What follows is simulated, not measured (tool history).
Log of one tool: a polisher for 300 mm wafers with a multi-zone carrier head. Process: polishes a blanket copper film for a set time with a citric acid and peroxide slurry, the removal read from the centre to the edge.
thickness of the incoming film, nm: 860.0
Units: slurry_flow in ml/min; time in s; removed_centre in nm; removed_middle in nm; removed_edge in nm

{"run": 1, "hour": 0.0, "slurry_flow": 295, "centre_zone": 1, "middle_zone": 1, "edge_zone": 1, "slurry_solids": 1, "time": 57, "removed_centre": 118.59, "removed_middle": 120.47, "removed_edge": 123.07}
{"run": 2, "hour": 6.4, "slurry_flow": 305, "centre_zone": 1.05, "middle_zone": 1.02, "edge_zone": 1.04, "slurry_solids": 1.15, "time": 59, "removed_centre": 133.16, "removed_middle": 130.66, "removed_edge": 134.77}
{"run": 3, "hour": 9.2, "slurry_flow": 305, "centre_zone": 1.13, "middle_zone": 1.02, "edge_zone": 1.04, "slurry_solids": 1.15, "time": 59, "removed_centre": 139.95, "removed_middle": 129.75, "removed_edge": 134.14}
{"run": 4, "hour": 15.4, "slurry_flow": 305, "centre_zone": 1.13, "middle_zone": 1.09, "edge_zone": 1.04, "slurry_solids": 1.15, "time": 59, "removed_centre": 142.58, "removed_middle": 136.32, "removed_edge": 131.12}
{"run": 5, "hour": 20.3, "slurry_flow": 305, "centre_zone": 1.13, "middle_zone": 1.09, "edge_zone": 1.04, "slurry_solids": 1.15, "time": 46, "removed_centre": 112.36, "removed_middle": 107.29, "removed_edge": 105.01}
{"run": 6, "hour": 23.8, "slurry_flow": 305, "centre_zone": 1.13, "middle_zone": 1.09, "edge_zone": 0.96, "slurry_solids": 1.15, "time": 46, "removed_centre": 111.59, "removed_middle": 106.98, "removed_edge": 101.37}

Forecast run 7:
{"hour": 26.3, "done": "slurry nozzle cleaned"}
{"run": 7, "hour": 26.3, "slurry_flow": 315, "centre_zone": 1.14, "middle_zone": 1.08, "edge_zone": 1.01, "slurry_solids": 1.25, "time": 51, "removed_centre": "?", "removed_middle": "?", "removed_edge": "?"}

Run 7 gave removed_centre 130.93 nm, removed_middle 121.93 nm, removed_edge 118.14 nm.

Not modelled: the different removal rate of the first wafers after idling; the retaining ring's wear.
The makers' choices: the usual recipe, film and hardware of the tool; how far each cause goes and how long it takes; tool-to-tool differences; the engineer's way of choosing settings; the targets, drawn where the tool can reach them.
